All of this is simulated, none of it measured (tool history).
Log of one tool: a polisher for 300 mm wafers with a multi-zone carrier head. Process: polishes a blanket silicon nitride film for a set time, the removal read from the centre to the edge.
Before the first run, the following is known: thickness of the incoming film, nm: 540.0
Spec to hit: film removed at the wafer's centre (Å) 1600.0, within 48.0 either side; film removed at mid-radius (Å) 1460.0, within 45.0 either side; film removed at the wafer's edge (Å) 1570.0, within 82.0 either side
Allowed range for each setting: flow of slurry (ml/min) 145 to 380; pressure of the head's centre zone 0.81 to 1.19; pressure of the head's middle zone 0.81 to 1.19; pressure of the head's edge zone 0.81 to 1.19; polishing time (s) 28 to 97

run	hour	flow of slurry (ml/min)	pressure of the head's centre zone	pressure of the head's middle zone	pressure of the head's edge zone	polishing time (s)	film removed at the wafer's centre (Å)	film removed at mid-radius (Å)	film removed at the wafer's edge (Å)
1	0.0	245	1.00	1.00	1.00	62	1390.1	1405.7	1441.6
2	3.5	250	1.01	1.00	1.01	62	1415.6	1393.1	1440.7
3	4.0	250	1.01	1.00	1.09	62	1423.2	1395.2	1474.4
4	8.9	300	1.01	1.00	1.09	62	1434.7	1397.7	1458.0
5	16.4	300	1.02	1.00	1.09	62	1460.7	1387.6	1481.2
6	22.2	295	1.04	1.01	1.11	64	1547.3	1463.0	1542.4
7	28.3	295	1.05	1.00	1.12	64	1537.6	1464.2	1516.7
8	34.0	295	1.05	0.99	1.12	64	1530.8	1431.7	1556.0

5 next moves are on the table. One of them brings every result within its allowed miss. Which?
A	39.7	245	0.94	0.92	1.06	67	?	?	?
B	39.7	320	1.08	1.01	1.17	63	?	?	?
C	39.7	220	0.95	0.89	1.13	69	?	?	?
D	39.7	240	1.00	0.91	1.09	66	?	?	?
E	39.7	365	1.19	1.05	1.05	59	?	?	?

move	film removed at the wafer's centre (Å)	film removed at mid-radius (Å)	film removed at the wafer's edge (Å)
A	1438.0	1397.7	1543.9
B	1595.6	1451.4	1551.0
C	1479.9	1386.5	1630.5
D	1504.4	1361.4	1540.3
E	1666.1	1417.7	1384.5
A: moves away from the targets compared with the last run
B: meets every target
C: moves away from the targets compared with the last run
D: moves away from the targets compared with the last run
E: pushes the last run's worst result past its target
B meets every target.

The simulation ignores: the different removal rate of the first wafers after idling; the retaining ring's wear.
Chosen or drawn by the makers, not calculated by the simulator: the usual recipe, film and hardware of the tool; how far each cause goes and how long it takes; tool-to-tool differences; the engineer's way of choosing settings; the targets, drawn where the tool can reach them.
